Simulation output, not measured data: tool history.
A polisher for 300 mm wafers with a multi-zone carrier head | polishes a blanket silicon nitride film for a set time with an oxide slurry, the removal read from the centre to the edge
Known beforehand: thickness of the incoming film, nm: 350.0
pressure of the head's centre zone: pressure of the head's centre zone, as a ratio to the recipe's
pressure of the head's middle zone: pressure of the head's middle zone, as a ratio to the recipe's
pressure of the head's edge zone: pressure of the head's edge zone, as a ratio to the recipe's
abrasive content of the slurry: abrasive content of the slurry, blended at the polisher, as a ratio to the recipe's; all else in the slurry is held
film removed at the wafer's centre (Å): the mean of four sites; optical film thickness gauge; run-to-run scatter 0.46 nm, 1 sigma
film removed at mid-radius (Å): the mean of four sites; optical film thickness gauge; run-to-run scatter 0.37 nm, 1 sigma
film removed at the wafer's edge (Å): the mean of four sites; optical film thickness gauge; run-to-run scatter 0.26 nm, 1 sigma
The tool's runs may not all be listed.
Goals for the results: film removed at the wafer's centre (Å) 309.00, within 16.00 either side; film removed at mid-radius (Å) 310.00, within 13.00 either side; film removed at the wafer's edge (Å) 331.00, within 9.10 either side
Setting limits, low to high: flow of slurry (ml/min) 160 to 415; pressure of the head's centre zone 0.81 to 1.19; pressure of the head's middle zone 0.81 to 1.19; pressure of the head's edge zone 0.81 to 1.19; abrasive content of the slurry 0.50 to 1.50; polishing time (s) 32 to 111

| run | hour | flow of slurry (ml/min) | pressure of the head's centre zone | pressure of the head's middle zone | pressure of the head's edge zone | abrasive content of the slurry | polishing time (s) | film removed at the wafer's centre (Å) | film removed at mid-radius (Å) | film removed at the wafer's edge (Å) |
|---|---|---|---|---|---|---|---|---|---|---|
| 1 | 0.0 | 265 | 1.00 | 1.00 | 1.00 | 1.00 | 71 | 729.14 | 763.68 | 724.50 |
| 2 | 6.4 | 265 | 1.03 | 1.00 | 1.00 | 1.00 | 71 | 760.64 | 761.97 | 738.24 |
| 3 | 7.3 | 260 | 1.01 | 0.98 | 0.99 | 0.95 | 66 | 683.32 | 684.69 | 658.82 |
| 4 | 16.0 | 260 | 1.01 | 0.98 | 0.99 | 0.95 | 59 | 621.55 | 613.63 | 588.50 |
| 5 | 19.7 | 260 | 1.01 | 0.98 | 0.99 | 0.80 | 59 | 572.32 | 568.88 | 534.51 |
| 6 | 22.6 | 255 | 0.99 | 0.96 | 1.00 | 0.75 | 56 | 512.43 | 485.52 | 487.99 |
| 7 | 26.5 | 250 | 0.97 | 0.95 | 0.99 | 0.70 | 55 | 460.48 | 467.31 | 469.92 |
| 8 | 35.1 | 250 | 0.96 | 0.94 | 0.98 | 0.65 | 53 | 414.95 | 423.82 | 429.30 |
| 9 | 38.1 | 250 | 0.96 | 0.93 | 0.97 | 0.65 | 52 | 427.97 | 420.04 | 412.52 |
| 10 | 46.7 | 245 | 0.94 | 0.91 | 0.97 | 0.65 | 52 | 398.07 | 401.14 | 416.62 |
| 11 | 49.4 | 245 | 0.93 | 0.90 | 0.96 | 0.65 | 52 | 402.45 | 399.97 | 411.08 |
| 12 | 57.5 | 240 | 0.92 | 0.89 | 0.95 | 0.65 | 52 | 404.39 | 397.86 | 415.92 |
| 13 | 58.4 | 240 | 0.91 | 0.88 | 0.94 | 0.65 | 51 | 383.06 | 386.51 | 398.09 |
| 14 | 63.2 | 235 | 0.90 | 0.87 | 0.93 | 0.65 | 51 | 375.58 | 384.60 | 399.90 |
| 15 | 66.6 | 235 | 0.90 | 0.86 | 0.93 | 0.65 | 50 | 365.36 | 371.41 | 392.30 |
| 16 | 67.9 | 235 | 0.90 | 0.85 | 0.92 | 0.65 | 50 | 374.99 | 364.81 | 393.90 |
| 17 | 70.1 | 235 | 0.89 | 0.85 | 0.91 | 0.65 | 50 | 364.35 | 361.21 | 389.67 |
| 18 | 73.1 | 235 | 0.89 | 0.85 | 0.90 | 0.65 | 50 | 369.08 | 362.36 | 386.50 |
| 19 | 81.2 | 235 | 0.88 | 0.85 | 0.89 | 0.65 | 50 | 361.76 | 365.78 | 384.25 |
| 20 | 87.1 | 235 | 0.88 | 0.84 | 0.88 | 0.65 | 50 | 363.74 | 365.73 | 382.94 |
| 21 | 95.6 | 230 | 0.88 | 0.84 | 0.88 | 0.65 | 50 | 364.29 | 365.67 | 385.17 |

Exercise: of the 5 proposed moves below, exactly one satisfies all targets within the stated allowed misses. Which move is it?
| A | 104.1 | 275 | 0.89 | 0.81 | 0.97 | 0.55 | 62 | ? | ? | ? |
| B | 104.1 | 200 | 0.82 | 1.11 | 0.81 | 0.55 | 52 | ? | ? | ? |
| C | 104.1 | 275 | 0.87 | 0.81 | 0.96 | 0.75 | 57 | ? | ? | ? |
| D | 104.1 | 195 | 0.91 | 0.87 | 0.96 | 0.50 | 51 | ? | ? | ? |
| E | 104.1 | 200 | 0.89 | 1.10 | 0.81 | 0.70 | 43 | ? | ? | ? |

| move | film removed at the wafer's centre (Å) | film removed at mid-radius (Å) | film removed at the wafer's edge (Å) |
|---|---|---|---|
| A | 412.97 | 404.87 | 451.46 |
| B | 305.54 | 424.84 | 339.78 |
| C | 448.52 | 449.98 | 499.45 |
| D | 310.19 | 316.76 | 335.09 |
| E | 318.85 | 404.89 | 326.51 |
A: moves away from the targets compared with the last run
B: gets the furthest-off result to its target, but another result is out of tolerance
C: moves away from the targets compared with the last run
D: every result lands within tolerance
E: gets the furthest-off result to its target, but another result is out of tolerance
D is the move that brings every result within its allowed miss.
